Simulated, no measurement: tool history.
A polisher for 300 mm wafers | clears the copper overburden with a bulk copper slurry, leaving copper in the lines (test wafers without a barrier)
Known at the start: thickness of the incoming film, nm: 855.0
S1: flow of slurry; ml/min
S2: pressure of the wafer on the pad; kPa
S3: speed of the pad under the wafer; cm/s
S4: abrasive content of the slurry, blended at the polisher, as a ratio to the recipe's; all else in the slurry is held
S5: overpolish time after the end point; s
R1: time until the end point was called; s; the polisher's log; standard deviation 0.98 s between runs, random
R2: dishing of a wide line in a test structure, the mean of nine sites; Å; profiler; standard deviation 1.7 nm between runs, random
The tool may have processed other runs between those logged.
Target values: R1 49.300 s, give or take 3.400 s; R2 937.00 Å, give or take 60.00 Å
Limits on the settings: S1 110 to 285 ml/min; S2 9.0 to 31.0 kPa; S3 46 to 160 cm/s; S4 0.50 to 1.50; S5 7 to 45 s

run	hour	S1	S2	S3	S4	S5	R1	R2
1	0.0	180	20.0	102	1.00	23	91.505	769.25
2	5.3	180	22.1	104	1.00	22	84.631	789.32
3	9.2	180	17.9	104	1.00	22	106.530	706.97
4	10.3	180	17.9	118	1.00	22	91.164	736.43
5	12.6	180	17.9	118	1.00	31	94.215	806.88
6	15.1	180	19.3	120	1.00	29	82.100	813.32
7	23.3	180	20.7	122	1.00	28	77.446	820.73
8	24.9	180	22.1	124	1.00	28	68.868	860.36
9	27.9	180	22.8	124	1.00	27	70.594	860.70
10	29.6	180	24.1	126	1.00	26	62.172	864.54
11	33.4	180	24.8	126	1.00	26	62.970	878.14
12	40.7	180	25.5	128	1.00	26	61.503	893.20
13	47.2	180	26.2	130	1.00	25	56.638	904.24
14	53.9	180	26.9	130	1.00	25	55.295	915.95
15	57.3	180	27.6	130	1.00	25	55.348	908.18
16	64.4	180	28.3	130	1.00	25	53.473	922.33

Next run, 4 choices. One meets every target within its allowed miss, the rest don't. Which?
A	71.5	170	29.0	110	1.05	27	?	?
B	71.5	150	31.0	134	0.90	26	?	?
C	71.5	185	28.3	122	1.05	33	?	?
D	71.5	150	28.3	122	0.95	16	?	?

move	R1	R2
A	59.273	912.94
B	48.810	935.84
C	54.118	931.82
D	57.719	821.67
A: its largest miss is bigger than the last run's
B: all results in spec
C: its largest miss is bigger than the last run's
D: its largest miss is bigger than the last run's
Move B is the one to make.
